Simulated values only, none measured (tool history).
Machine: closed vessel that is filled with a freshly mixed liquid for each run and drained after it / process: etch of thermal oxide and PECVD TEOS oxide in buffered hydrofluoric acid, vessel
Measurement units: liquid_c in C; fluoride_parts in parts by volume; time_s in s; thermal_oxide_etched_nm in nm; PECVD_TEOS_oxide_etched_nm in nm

run	day	liquid_c	fluoride_parts	time_s	thermal_oxide_etched_nm	PECVD_TEOS_oxide_etched_nm
1	0.000	25.0	11.0	60	69.139	200.93
2	0.212	28.0	11.0	60	80.728	236.18
3	0.375	28.0	9.0	60	95.085	277.85
4	0.429	28.0	9.0	50	79.316	234.60
5	0.675	29.0	8.0	55	104.300	306.38
6	0.879	29.5	7.5	55	114.010	338.03
7	0.938	30.0	7.0	55	125.090	371.07
8	1.204	30.5	6.5	55	137.300	404.78
9	1.554	32.0	5.0	55	186.900	546.01

Run 10 comes next. What will it give?
10	1.829	31.5	5.0	55	?	?

Run 10 gave thermal_oxide_etched_nm 180.150 nm, PECVD_TEOS_oxide_etched_nm 531.35 nm.

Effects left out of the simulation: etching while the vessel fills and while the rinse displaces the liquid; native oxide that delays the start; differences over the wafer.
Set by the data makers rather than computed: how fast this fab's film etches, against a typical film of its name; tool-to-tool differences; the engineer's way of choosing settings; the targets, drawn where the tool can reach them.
